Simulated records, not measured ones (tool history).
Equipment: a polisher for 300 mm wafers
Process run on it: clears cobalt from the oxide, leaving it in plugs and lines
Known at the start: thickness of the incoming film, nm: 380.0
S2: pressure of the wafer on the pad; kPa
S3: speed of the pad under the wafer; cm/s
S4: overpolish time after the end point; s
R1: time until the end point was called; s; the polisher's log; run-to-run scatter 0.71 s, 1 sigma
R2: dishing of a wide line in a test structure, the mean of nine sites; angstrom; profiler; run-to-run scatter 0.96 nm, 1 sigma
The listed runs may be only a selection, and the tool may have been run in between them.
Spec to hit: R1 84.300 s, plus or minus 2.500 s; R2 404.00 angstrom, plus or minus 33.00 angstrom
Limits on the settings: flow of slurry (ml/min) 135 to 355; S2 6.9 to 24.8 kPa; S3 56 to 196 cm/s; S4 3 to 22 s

run 1 hour=0.0 | flow_of_slurry_(ml/min)=225 S2=15.9 S3=126 S4=11 | R1=49.216 R2=418.83
run 2 hour=2.2 | flow_of_slurry_(ml/min)=225 S2=15.9 S3=126 S4=14 | R1=49.112 R2=475.91
run 3 hour=8.4 | flow_of_slurry_(ml/min)=265 S2=15.9 S3=126 S4=14 | R1=48.091 R2=502.81
run 4 hour=16.5 | flow_of_slurry_(ml/min)=255 S2=13.1 S3=126 S4=15 | R1=58.047 R2=452.53
run 5 hour=19.1 | flow_of_slurry_(ml/min)=250 S2=11.7 S3=126 S4=16 | R1=64.667 R2=454.30
run 6 hour=19.6 | flow_of_slurry_(ml/min)=250 S2=11.7 S3=126 S4=21 | R1=63.981 R2=500.25
run 7 hour=22.8 | flow_of_slurry_(ml/min)=240 S2=10.3 S3=126 S4=20 | R1=71.970 R2=467.45
run 8 hour=29.7 | flow_of_slurry_(ml/min)=225 S2=9.7 S3=126 S4=19 | R1=79.595 R2=440.62
run 9 hour=36.1 | flow_of_slurry_(ml/min)=215 S2=9.7 S3=126 S4=18 | R1=79.374 R2=432.11
run 10 hour=42.0 | flow_of_slurry_(ml/min)=205 S2=9.7 S3=126 S4=17 | R1=80.092 R2=432.18
run 11 hour=44.2 | flow_of_slurry_(ml/min)=200 S2=9.7 S3=126 S4=16 | R1=78.481 R2=399.18
run 12 hour=49.6 | flow_of_slurry_(ml/min)=190 S2=9.7 S3=126 S4=17 | R1=79.442 R2=436.58

Which one of the following 5 next-run settings gets every result inside its allowed miss? There is exactly one.
run A hour=55.0 | flow_of_slurry_(ml/min)=215 S2=9.0 S3=128 S4=17 | R1=? R2=?
run B hour=55.0 | flow_of_slurry_(ml/min)=240 S2=9.7 S3=108 S4=18 | R1=? R2=?
run C hour=55.0 | flow_of_slurry_(ml/min)=295 S2=7.6 S3=134 S4=18 | R1=? R2=?
run D hour=55.0 | flow_of_slurry_(ml/min)=200 S2=9.0 S3=118 S4=15 | R1=? R2=?
run E hour=55.0 | flow_of_slurry_(ml/min)=175 S2=9.7 S3=114 S4=12 | R1=? R2=?

move=A R1=84.523 R2=401.41
move=B R1=91.958 R2=395.74
move=C R1=92.166 R2=395.31
move=D R1=92.069 R2=355.10
move=E R1=89.870 R2=311.95
A: in spec on every target
B: takes the biggest miss from the last run beyond its target
C: takes the biggest miss from the last run beyond its target
D: takes the biggest miss from the last run beyond its target
E: takes the biggest miss from the last run beyond its target
A is the move that brings every result within its allowed miss.

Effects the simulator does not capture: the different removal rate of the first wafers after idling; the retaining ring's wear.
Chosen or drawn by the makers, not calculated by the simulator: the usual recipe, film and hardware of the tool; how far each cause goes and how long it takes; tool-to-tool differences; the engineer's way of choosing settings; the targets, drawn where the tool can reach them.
